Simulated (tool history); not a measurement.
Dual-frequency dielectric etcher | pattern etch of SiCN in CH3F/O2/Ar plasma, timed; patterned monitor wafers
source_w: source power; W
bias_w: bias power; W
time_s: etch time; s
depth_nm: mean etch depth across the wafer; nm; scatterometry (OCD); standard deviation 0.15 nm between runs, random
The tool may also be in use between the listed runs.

run 1 hour=0.0 | source_w=470 bias_w=78 time_s=62.5 | depth_nm=23.938
run 2 hour=3.8 | source_w=490 bias_w=79 time_s=62.5 | depth_nm=24.241
run 3 hour=8.0 | source_w=490 bias_w=79 time_s=62.5 | depth_nm=24.297
run 4 hour=17.0 | source_w=500 bias_w=80 time_s=62.5 | depth_nm=24.815
run 5 hour=19.6 | source_w=500 bias_w=72 time_s=62.5 | depth_nm=23.934
run 6 hour=22.0 | source_w=520 bias_w=73 time_s=62.5 | depth_nm=24.586

What will run 7 give?
run 7 hour=23.0 | source_w=530 bias_w=74 time_s=62.5 | depth_nm=?

Logged for run 7: depth_nm 24.811 nm.
